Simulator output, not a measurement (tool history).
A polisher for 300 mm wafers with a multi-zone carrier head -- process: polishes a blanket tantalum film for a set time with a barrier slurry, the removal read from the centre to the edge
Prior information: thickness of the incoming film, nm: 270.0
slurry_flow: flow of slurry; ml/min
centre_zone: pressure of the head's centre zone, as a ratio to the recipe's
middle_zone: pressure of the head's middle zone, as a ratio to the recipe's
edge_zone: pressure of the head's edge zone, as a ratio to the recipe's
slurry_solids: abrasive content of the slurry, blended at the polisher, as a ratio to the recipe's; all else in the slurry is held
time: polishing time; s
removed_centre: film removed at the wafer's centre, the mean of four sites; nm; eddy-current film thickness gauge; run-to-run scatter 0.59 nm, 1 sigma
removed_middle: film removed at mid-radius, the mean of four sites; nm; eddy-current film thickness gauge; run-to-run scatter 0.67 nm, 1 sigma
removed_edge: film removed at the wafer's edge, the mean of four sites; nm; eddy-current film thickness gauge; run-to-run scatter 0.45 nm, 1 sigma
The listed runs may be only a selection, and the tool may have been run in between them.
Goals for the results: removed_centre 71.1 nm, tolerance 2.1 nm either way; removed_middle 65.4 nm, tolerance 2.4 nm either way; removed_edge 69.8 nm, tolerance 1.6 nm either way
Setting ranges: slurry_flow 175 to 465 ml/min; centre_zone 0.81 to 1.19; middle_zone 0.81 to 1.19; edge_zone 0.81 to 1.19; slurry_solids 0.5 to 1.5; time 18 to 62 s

| run | hour | slurry_flow | centre_zone | middle_zone | edge_zone | slurry_solids | time | removed_centre | removed_middle | removed_edge |
|---|---|---|---|---|---|---|---|---|---|---|
| 1 | 0 | 295 | 1 | 1 | 1 | 1 | 40 | 85.728 | 90.307 | 88.79 |
| 2 | 1.3 | 290 | 1 | 0.96 | 0.96 | 0.85 | 40 | 82.256 | 81.463 | 83.82 |
| 3 | 8.9 | 290 | 1 | 0.96 | 0.96 | 0.65 | 40 | 74.317 | 74.606 | 75.125 |
| 4 | 17.6 | 290 | 1 | 0.96 | 0.96 | 0.65 | 31 | 58.222 | 57.719 | 58.078 |
| 5 | 23.7 | 300 | 1.02 | 0.96 | 1 | 0.7 | 31 | 61.629 | 59.168 | 61.258 |
| 6 | 26.7 | 315 | 1.04 | 0.97 | 1.04 | 0.75 | 31 | 64.993 | 61.86 | 65.281 |
| 7 | 35 | 335 | 1.05 | 0.97 | 1.05 | 0.75 | 31 | 65.403 | 62.734 | 64.547 |
| 8 | 39.2 | 335 | 1.06 | 0.97 | 1.07 | 0.75 | 31 | 65.353 | 62.155 | 65.098 |
| 9 | 46.1 | 385 | 1.12 | 1 | 1.15 | 0.85 | 31 | 73.986 | 67.637 | 70.727 |
| 10 | 46.7 | 380 | 1.11 | 0.99 | 1.15 | 0.85 | 31 | 72.219 | 67.297 | 71.805 |

5 candidate next runs follow, results not yet known. Just one meets every target within its allowed miss. Identify it.
| A | 47.3 | 330 | 1.09 | 0.93 | 1.19 | 0.8 | 32 | ? | ? | ? |
| B | 47.3 | 385 | 1.04 | 0.99 | 1.11 | 0.55 | 38 | ? | ? | ? |
| C | 47.3 | 455 | 1.04 | 1.05 | 1.13 | 1 | 31 | ? | ? | ? |
| D | 47.3 | 370 | 1.12 | 1 | 1.16 | 0.8 | 31 | ? | ? | ? |
| E | 47.3 | 395 | 1.05 | 0.93 | 1.19 | 0.85 | 32 | ? | ? | ? |

| move | removed_centre | removed_middle | removed_edge |
|---|---|---|---|
| A | 70.536 | 62.883 | 72.416 |
| B | 70.429 | 68.721 | 72.706 |
| C | 71.77 | 72.992 | 74.408 |
| D | 70.951 | 64.774 | 69.661 |
| E | 70.411 | 65.062 | 74.667 |
A: its largest miss is bigger than the last run's
B: its largest miss is bigger than the last run's
C: its largest miss is bigger than the last run's
D: all results in spec
E: its largest miss is bigger than the last run's
D meets every target.
